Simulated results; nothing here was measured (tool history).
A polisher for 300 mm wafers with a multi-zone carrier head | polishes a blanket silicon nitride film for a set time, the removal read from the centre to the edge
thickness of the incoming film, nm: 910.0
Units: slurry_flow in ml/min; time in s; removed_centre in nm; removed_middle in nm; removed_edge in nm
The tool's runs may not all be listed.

run	day	slurry_flow	centre_zone	middle_zone	edge_zone	time	removed_centre	removed_middle	removed_edge
1	0	225	1	1	1	55	90.854	88.974	88.573
2	0.038	240	1.02	1.04	1.03	57	95.776	95.363	93.807
3	0.092	240	0.94	1.04	1.03	57	89.585	95.319	93.069
4	0.192	255	0.97	1.07	1.04	59	96.287	101.67	97.963
5	0.517	255	0.97	1.07	1.01	59	96.336	101.18	96.458
6	0.567	255	0.97	1.07	1.01	49	81.028	84.276	80.005
7	0.646	260	0.99	1.09	1.02	53	88.466	91.988	88.208
8	0.821	325	1.07	1.19	0.96	68	123.41	130.82	112.05

Forecast run 9:
9	1.092	325	1.07	1.19	0.97	68	?	?	?

removed_centre: 125.88 nm
removed_middle: 130.79 nm
removed_edge: 111.74 nm
